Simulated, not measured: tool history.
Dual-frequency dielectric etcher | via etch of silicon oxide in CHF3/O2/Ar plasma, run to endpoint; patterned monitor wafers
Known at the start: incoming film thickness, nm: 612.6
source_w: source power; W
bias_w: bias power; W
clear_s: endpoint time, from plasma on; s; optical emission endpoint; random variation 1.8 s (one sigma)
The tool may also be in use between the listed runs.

Run 1, hour 0: source_w 630 W, bias_w 165 W. Result: clear_s 285.24 s.
Run 2, hour 4.8: source_w 530 W, bias_w 165 W. Result: clear_s 316.18 s.
Run 3, hour 11.6: source_w 530 W, bias_w 177 W. Result: clear_s 312.35 s.
Run 4, hour 17.7: source_w 640 W, bias_w 184 W. Result: clear_s 271.97 s.
Run 5, hour 22.9: source_w 560 W, bias_w 184 W. Result: clear_s 298.76 s.
Run 6, hour 28.3: source_w 640 W, bias_w 184 W. Result: clear_s 271.73 s.
Run 7, hour 35.8: source_w 700 W, bias_w 187 W. Result: clear_s 259.22 s.

The next listed run, before its measurement:
Run 8, hour 44.2: source_w 750 W, bias_w 190 W. Result: clear_s ?.

clear_s: 245.38 s
